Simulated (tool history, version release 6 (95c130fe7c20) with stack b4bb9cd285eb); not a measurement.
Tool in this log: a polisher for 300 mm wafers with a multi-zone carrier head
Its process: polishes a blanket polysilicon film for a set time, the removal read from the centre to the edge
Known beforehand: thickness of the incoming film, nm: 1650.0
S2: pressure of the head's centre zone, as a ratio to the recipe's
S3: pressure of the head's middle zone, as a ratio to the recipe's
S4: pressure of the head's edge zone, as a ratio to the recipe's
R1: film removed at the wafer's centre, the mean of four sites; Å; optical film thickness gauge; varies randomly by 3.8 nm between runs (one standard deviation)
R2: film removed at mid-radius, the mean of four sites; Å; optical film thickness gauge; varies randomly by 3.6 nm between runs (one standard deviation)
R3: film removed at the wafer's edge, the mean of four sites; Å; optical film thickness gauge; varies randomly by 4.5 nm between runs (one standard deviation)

Run 1, hour 0: flow of slurry (ml/min) 145, S2 1, S3 1, S4 1, polishing time (s) 65. Result: R1 3625.4 Å, R2 3558.2 Å, R3 3607.8 Å.
Run 2, hour 4.1: flow of slurry (ml/min) 145, S2 1, S3 1.04, S4 1, polishing time (s) 65. Result: R1 3666.5 Å, R2 3755.9 Å, R3 3643.1 Å.
Run 3, hour 7.3: flow of slurry (ml/min) 145, S2 0.98, S3 1.03, S4 1.03, polishing time (s) 68. Result: R1 3759 Å, R2 3804.9 Å, R3 3938.6 Å.
Run 4, hour 14: flow of slurry (ml/min) 130, S2 0.98, S3 1.03, S4 1.03, polishing time (s) 68. Result: R1 3622.2 Å, R2 3765.7 Å, R3 3842.1 Å.
Run 5, hour 18.7: flow of slurry (ml/min) 130, S2 0.98, S3 1.1, S4 1.03, polishing time (s) 68. Result: R1 3635.1 Å, R2 3974.3 Å, R3 3805.4 Å.
Run 6, hour 20.8: flow of slurry (ml/min) 140, S2 0.96, S3 1.09, S4 1.06, polishing time (s) 69. Result: R1 3688.8 Å, R2 4051.3 Å, R3 3960.6 Å.

Run 7 is up next; what results do you expect?
Run 7, hour 25.7: flow of slurry (ml/min) 145, S2 0.94, S3 1.07, S4 1.08, polishing time (s) 71. Result: R1 ?, R2 ?, R3 ?.

{"run 7": {"R1": 3762.6, "R2": 4137.6, "R3": 4153.8}}
